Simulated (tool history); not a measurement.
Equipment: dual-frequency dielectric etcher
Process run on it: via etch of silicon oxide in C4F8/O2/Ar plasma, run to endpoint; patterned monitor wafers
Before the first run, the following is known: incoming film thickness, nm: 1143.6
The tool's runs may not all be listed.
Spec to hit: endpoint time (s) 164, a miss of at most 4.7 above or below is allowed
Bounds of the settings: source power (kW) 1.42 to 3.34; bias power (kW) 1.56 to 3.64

| run | hour | source power (kW) | bias power (kW) | endpoint time (s) |
|---|---|---|---|---|
| 1 | 0 | 2.38 | 2.6 | 190.09 |
| 2 | 4.4 | 2.67 | 2.6 | 183.11 |
| 3 | 9.6 | 2.5 | 2.6 | 186.98 |
| 4 | 17.2 | 2.22 | 2.6 | 196.93 |
| 5 | 17.7 | 2.47 | 2.6 | 187.95 |
| 6 | 25 | 2.55 | 2.635 | 182.28 |
| 7 | 25.9 | 2.6 | 2.65 | 180.13 |
| 8 | 26.4 | 2.64 | 2.662 | 179.9 |
|  | 28.6 | source power generator calibrated |
| 9 | 28.6 | 2.69 | 2.678 | 180.53 |
| 10 | 37.3 | 2.75 | 2.71 | 175.92 |
| 11 | 40 | 2.75 | 2.71 | 179.08 |
| 12 | 44.5 | 2.81 | 2.745 | 177.35 |
| 13 | 52.2 | 2.87 | 2.774 | 172.64 |
| 14 | 56.7 | 2.9 | 2.788 | 167.85 |
| 15 | 58.5 | 2.91 | 2.791 | 169.49 |
| 16 | 66.5 | 2.93 | 2.798 | 172.78 |
| 17 | 72.1 | 3.24 | 2.967 | 155.96 |

Exactly one of the 5 candidate moves below puts every result within its allowed miss. Which one?
| A | 77.7 | 3.25 | 3.614 | ? |
| B | 77.7 | 3.34 | 3.12 | ? |
| C | 77.7 | 3.33 | 2.999 | ? |
| D | 77.7 | 3.34 | 3.601 | ? |
| E | 77.7 | 3.22 | 2.727 | ? |

| move | endpoint time (s) |
|---|---|
| A | 144.97 |
| B | 152.03 |
| C | 154.71 |
| D | 143.44 |
| E | 163.34 |
A: its largest miss is bigger than the last run's
B: its largest miss is bigger than the last run's
C: its largest miss is bigger than the last run's
D: its largest miss is bigger than the last run's
E: every result lands within tolerance
E meets every target.
